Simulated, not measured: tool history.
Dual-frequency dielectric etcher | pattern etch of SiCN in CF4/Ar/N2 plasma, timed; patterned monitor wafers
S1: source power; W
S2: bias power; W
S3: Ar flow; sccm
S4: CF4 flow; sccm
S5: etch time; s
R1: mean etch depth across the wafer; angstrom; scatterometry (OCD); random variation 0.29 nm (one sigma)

Run 1, hour 0: S1 500 W, S2 65 W, S3 86 sccm, S4 52 sccm, S5 60 s. Result: R1 575.9 angstrom.
Run 2, hour 4.7: S1 500 W, S2 54 W, S3 86 sccm, S4 52 sccm, S5 60 s. Result: R1 559.52 angstrom.
Run 3, hour 8.7: S1 500 W, S2 54 W, S3 86 sccm, S4 52 sccm, S5 60 s. Result: R1 554.15 angstrom.
Run 4, hour 9.9: S1 500 W, S2 54 W, S3 86 sccm, S4 52 sccm, S5 60 s. Result: R1 554.04 angstrom.
Run 5, hour 17.4: S1 530 W, S2 54 W, S3 86 sccm, S4 52 sccm, S5 60 s. Result: R1 588.33 angstrom.
Run 6, hour 26.3: S1 500 W, S2 54 W, S3 86 sccm, S4 52 sccm, S5 60 s. Result: R1 550.08 angstrom.
Run 7, hour 33.2: S1 480 W, S2 54 W, S3 86 sccm, S4 52 sccm, S5 60 s. Result: R1 524.12 angstrom.
Run 8, hour 41.6: S1 470 W, S2 54 W, S3 86 sccm, S4 52 sccm, S5 60 s. Result: R1 519.87 angstrom.
Run 9, hour 42.9: S1 460 W, S2 54 W, S3 86 sccm, S4 52 sccm, S5 60 s. Result: R1 506.15 angstrom.
Run 10, hour 49.2: S1 450 W, S2 54 W, S3 86 sccm, S4 52 sccm, S5 60 s. Result: R1 496.46 angstrom.

Forecast run 11:
Run 11, hour 57.9: S1 440 W, S2 54 W, S3 86 sccm, S4 52 sccm, S5 60 s. Result: R1 ?.

{"run 11": {"R1": 485.15}}
